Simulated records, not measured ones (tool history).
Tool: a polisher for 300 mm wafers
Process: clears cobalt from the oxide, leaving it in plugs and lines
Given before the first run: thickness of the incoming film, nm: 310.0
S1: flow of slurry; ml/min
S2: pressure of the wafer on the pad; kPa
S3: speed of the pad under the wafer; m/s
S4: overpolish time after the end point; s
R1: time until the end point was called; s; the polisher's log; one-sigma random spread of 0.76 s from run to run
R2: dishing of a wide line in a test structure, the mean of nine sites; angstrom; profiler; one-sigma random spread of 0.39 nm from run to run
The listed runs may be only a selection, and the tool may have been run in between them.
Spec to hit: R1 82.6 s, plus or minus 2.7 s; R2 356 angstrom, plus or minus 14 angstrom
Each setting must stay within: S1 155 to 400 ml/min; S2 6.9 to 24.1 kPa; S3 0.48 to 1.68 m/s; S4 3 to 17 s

run 1 hour=0 | S1=255 S2=15.2 S3=1.08 S4=9 | R1=39.209 R2=501.64
run 2 hour=8.4 | S1=250 S2=13.1 S3=1.04 S4=9 | R1=46.835 R2=434.63
run 3 hour=11.9 | S1=220 S2=13.1 S3=1.04 S4=9 | R1=47.503 R2=429.44
run 4 hour=19.4 | S1=220 S2=15.2 S3=1.04 S4=9 | R1=41.956 R2=479.1
run 5 hour=20.2 | S1=215 S2=13.1 S3=1 S4=10 | R1=49.656 R2=459.7
run 6 hour=21.3 | S1=215 S2=14.5 S3=1 S4=10 | R1=43.431 R2=494.22
run 7 hour=22.5 | S1=215 S2=12.4 S3=0.96 S4=10 | R1=52.354 R2=435.68
run 8 hour=30.6 | S1=210 S2=11 S3=0.92 S4=10 | R1=61.448 R2=386.86
run 9 hour=37.2 | S1=210 S2=10.3 S3=0.92 S4=10 | R1=66.301 R2=368.54
run 10 hour=39.4 | S1=210 S2=9.7 S3=0.92 S4=10 | R1=70.12 R2=358.28
run 11 hour=40.7 | S1=210 S2=9 S3=0.92 S4=10 | R1=75.117 R2=332.49
run 12 hour=43.6 | S1=210 S2=8.3 S3=0.92 S4=11 | R1=80.259 R2=335.92

Which of these 5 next moves meets every target?
run A hour=46.5 | S1=175 S2=11 S3=0.66 S4=13 | R1=? R2=?
run B hour=46.5 | S1=250 S2=8.3 S3=0.84 S4=12 | R1=? R2=?
run C hour=46.5 | S1=215 S2=9.7 S3=0.76 S4=13 | R1=? R2=?
run D hour=46.5 | S1=270 S2=11.7 S3=0.54 S4=13 | R1=? R2=?
run E hour=46.5 | S1=265 S2=10.3 S3=0.5 S4=15 | R1=? R2=?

move=A R1=76.939 R2=395.91
move=B R1=82.979 R2=350.94
move=C R1=77.789 R2=392.7
move=D R1=76.339 R2=398.41
move=E R1=89.769 R2=393.09
A: takes the biggest miss from the last run beyond its target
B: in spec on every target
C: takes the biggest miss from the last run beyond its target
D: takes the biggest miss from the last run beyond its target
E: takes the biggest miss from the last run beyond its target
The move that meets every target is B.
